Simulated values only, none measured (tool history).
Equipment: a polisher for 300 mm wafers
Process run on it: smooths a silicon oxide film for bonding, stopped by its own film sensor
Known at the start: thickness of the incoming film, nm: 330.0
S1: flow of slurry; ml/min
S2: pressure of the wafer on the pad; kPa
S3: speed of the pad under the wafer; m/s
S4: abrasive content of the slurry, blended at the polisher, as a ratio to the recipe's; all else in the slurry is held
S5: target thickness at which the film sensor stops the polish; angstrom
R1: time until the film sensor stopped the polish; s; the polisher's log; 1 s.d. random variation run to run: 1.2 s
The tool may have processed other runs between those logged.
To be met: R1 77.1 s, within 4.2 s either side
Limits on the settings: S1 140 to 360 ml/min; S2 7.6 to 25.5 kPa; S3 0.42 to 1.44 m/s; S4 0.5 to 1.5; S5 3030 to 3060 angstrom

| run | hour | S1 | S2 | S3 | S4 | S5 | R1 |
|---|---|---|---|---|---|---|---|
| 1 | 0 | 230 | 16.5 | 0.92 | 1 | 3030 | 38.385 |
| 2 | 6.7 | 230 | 14.5 | 0.88 | 1 | 3030 | 45.65 |
| 3 | 9.2 | 230 | 14.5 | 0.88 | 1.15 | 3030 | 41.808 |
| 4 | 10.7 | 230 | 13.1 | 0.84 | 1.15 | 3030 | 49.654 |
| 5 | 17.6 | 205 | 13.1 | 0.84 | 1.15 | 3030 | 50.239 |
| 6 | 18.6 | 205 | 16.5 | 0.84 | 1.15 | 3030 | 40.488 |
| 7 | 24.9 | 205 | 12.4 | 0.68 | 1.1 | 3030 | 65.15 |
| 8 | 28.1 | 205 | 11.7 | 0.68 | 1.1 | 3030 | 66.575 |
| 9 | 33.7 | 205 | 11.7 | 0.68 | 1.1 | 3030 | 67.186 |

Consider the 4 candidate settings below. Which is the only one whose results all fall within their allowed miss of target?
| A | 39.3 | 205 | 15.2 | 0.56 | 1.05 | 3050 | ? |
| B | 39.3 | 190 | 10.3 | 0.72 | 1 | 3030 | ? |
| C | 39.3 | 190 | 7.6 | 0.76 | 1.1 | 3050 | ? |
| D | 39.3 | 200 | 8.3 | 0.72 | 1.05 | 3040 | ? |

| move | R1 |
|---|---|
| A | 57.468 |
| B | 75.417 |
| C | 86.434 |
| D | 87.497 |
A: the biggest miss grows against the last run
B: all results land within tolerance of their targets
C: carries the result that was furthest off beyond its target, to the other side
D: carries the result that was furthest off beyond its target, to the other side
So the answer is move B, the one that meets all the targets.
